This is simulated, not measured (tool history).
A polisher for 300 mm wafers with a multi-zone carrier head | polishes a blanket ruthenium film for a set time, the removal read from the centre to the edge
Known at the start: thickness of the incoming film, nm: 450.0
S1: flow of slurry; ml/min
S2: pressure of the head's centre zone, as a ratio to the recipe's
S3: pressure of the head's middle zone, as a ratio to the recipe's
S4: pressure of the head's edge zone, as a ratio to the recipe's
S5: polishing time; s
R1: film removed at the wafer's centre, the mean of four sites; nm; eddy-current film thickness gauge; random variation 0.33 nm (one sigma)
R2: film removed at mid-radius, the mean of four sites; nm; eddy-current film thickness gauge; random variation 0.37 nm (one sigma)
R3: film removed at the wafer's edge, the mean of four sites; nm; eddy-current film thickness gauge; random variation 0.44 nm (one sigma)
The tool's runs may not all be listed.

run	hour	S1	S2	S3	S4	S5	R1	R2	R3
1	0	165	1	1	1	38	33.649	34.302	34.12
2	0.6	165	1	1	1	42	37.096	37.713	38.587
3	8.9	160	1	0.98	0.98	41	36.549	36.152	35.61
4	13.9	160	1	0.94	0.98	41	35.94	34.808	36.623
5	17.1	155	1	0.93	0.96	41	35.163	34.393	36.213
6	23.5	150	1.01	0.92	0.94	41	35.462	32.955	34.884

Forecast run 7:
7	24.1	145	1.01	0.92	0.93	41	?	?	?

{"run 7": {"R1": 35.152, "R2": 33.127, "R3": 34.792}}

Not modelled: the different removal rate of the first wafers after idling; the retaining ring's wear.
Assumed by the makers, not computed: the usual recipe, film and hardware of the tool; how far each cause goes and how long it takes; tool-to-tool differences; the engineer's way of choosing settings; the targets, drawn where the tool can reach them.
